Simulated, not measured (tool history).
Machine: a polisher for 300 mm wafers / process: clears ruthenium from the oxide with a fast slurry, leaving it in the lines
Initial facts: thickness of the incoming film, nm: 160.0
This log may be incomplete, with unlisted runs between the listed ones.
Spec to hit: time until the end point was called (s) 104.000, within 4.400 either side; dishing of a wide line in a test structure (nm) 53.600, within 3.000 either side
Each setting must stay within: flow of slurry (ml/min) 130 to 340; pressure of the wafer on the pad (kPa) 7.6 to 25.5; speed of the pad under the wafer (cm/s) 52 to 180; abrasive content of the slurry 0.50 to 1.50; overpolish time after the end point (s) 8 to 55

run  hour  flow of slurry (ml/min)  pressure of the wafer on the pad (kPa)  speed of the pad under the wafer (cm/s)  abrasive content of the slurry  overpolish time after the end point (s)  time until the end point was called (s)  dishing of a wide line in a test structure (nm)
  1   0.0                      220                                    16.5                                      116                            1.00                                       28                                   45.098                                           81.703
  2   2.7                      220                                    20.0                                      116                            1.00                                       28                                   37.289                                           91.135
  3   8.8                      220                                    20.0                                      102                            1.00                                       28                                   43.535                                           83.709
  4   9.5                      220                                    20.0                                      102                            1.20                                       28                                   40.307                                           88.142
  5  13.8                      220                                    17.9                                       98                            1.20                                       29                                   46.879                                           82.835
  6  22.8                      175                                    17.9                                       98                            1.20                                       29                                   46.537                                           80.432
  7  27.3                      175                                    16.5                                       94                            1.20                                       30                                   51.191                                           76.794
  8  36.3                      175                                    15.2                                       88                            1.20                                       31                                   60.357                                           71.151
  9  39.6                      175                                    11.0                                       86                            1.20                                       35                                   78.551                                           62.303
 10  44.9                      175                                    10.3                                       84                            1.20                                       35                                   83.499                                           56.797
 11  53.5                      175                                     9.7                                       82                            1.20                                       36                                   88.845                                           55.469
 12  55.7                      175                                     9.7                                       82                            1.20                                       36                                   92.437                                           55.712
 13  63.8                      175                                     9.0                                       82                            1.20                                       37                                   97.056                                           53.104

Consider the 5 candidate settings below. Which is the only one whose results all fall within their allowed miss of target?
  A  71.9                      185                                     9.0                                       76                            1.15                                       40                                        ?                                                ?
  B  71.9                      180                                     9.7                                       72                            1.15                                       34                                        ?                                                ?
  C  71.9                      245                                    13.1                                       60                            1.20                                       43                                        ?                                                ?
  D  71.9                      200                                     7.6                                       92                            1.10                                       33                                        ?                                                ?
  E  71.9                      155                                     7.6                                       78                            1.20                                       50                                        ?                                                ?

move  time until the end point was called (s)  dishing of a wide line in a test structure (nm)
   A                                  104.440                                           52.796
   B                                  104.540                                           45.592
   C                                   93.646                                           61.928
   D                                   98.652                                           46.766
   E                                  115.190                                           58.963
A: all results in spec
B: gets the furthest-off result to its target, but another result is out of tolerance
C: lands further from the targets than the last run did
D: lands further from the targets than the last run did
E: moves the result that the last run missed by most past its target, out the other side
The right move is A.
